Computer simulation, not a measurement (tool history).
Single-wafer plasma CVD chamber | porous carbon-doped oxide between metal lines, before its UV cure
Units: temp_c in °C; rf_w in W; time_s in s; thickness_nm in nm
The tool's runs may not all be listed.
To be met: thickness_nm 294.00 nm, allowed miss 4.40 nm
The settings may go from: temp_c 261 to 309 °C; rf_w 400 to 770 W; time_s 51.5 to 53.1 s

run 1 hour=0.0 | temp_c=285 rf_w=585 time_s=51.5 | thickness_nm=311.81
run 2 hour=3.2 | temp_c=286 rf_w=585 time_s=51.5 | thickness_nm=308.62
run 3 hour=9.2 | temp_c=286 rf_w=585 time_s=51.5 | thickness_nm=308.93
run 4 hour=11.5 | temp_c=287 rf_w=585 time_s=51.5 | thickness_nm=303.78
run 5 hour=17.0 | temp_c=287 rf_w=585 time_s=53.1 | thickness_nm=313.83
run 6 hour=24.5 | temp_c=288 rf_w=585 time_s=53.1 | thickness_nm=314.51
run 7 hour=28.1 | temp_c=289 rf_w=585 time_s=53.1 | thickness_nm=311.21
-- hour=35.6 RF generator calibrated
run 8 hour=35.6 | temp_c=290 rf_w=585 time_s=53.1 | thickness_nm=318.65
run 9 hour=38.8 | temp_c=302 rf_w=555 time_s=53.0 | thickness_nm=284.89
run 10 hour=47.6 | temp_c=301 rf_w=555 time_s=53.0 | thickness_nm=289.82

5 next moves are on the table. One of them brings every result within its allowed miss. Which?
run A hour=56.4 | temp_c=302 rf_w=545 time_s=53.0 | thickness_nm=?
run B hour=56.4 | temp_c=293 rf_w=505 time_s=52.1 | thickness_nm=?
run C hour=56.4 | temp_c=295 rf_w=505 time_s=53.1 | thickness_nm=?
run D hour=56.4 | temp_c=300 rf_w=525 time_s=53.1 | thickness_nm=?
run E hour=56.4 | temp_c=298 rf_w=550 time_s=53.1 | thickness_nm=?

move=A thickness_nm=284.63
move=B thickness_nm=282.65
move=C thickness_nm=284.40
move=D thickness_nm=282.22
move=E thickness_nm=293.64
A: further off than the last run
B: further off than the last run
C: further off than the last run
D: further off than the last run
E: meets every target
Answer: E

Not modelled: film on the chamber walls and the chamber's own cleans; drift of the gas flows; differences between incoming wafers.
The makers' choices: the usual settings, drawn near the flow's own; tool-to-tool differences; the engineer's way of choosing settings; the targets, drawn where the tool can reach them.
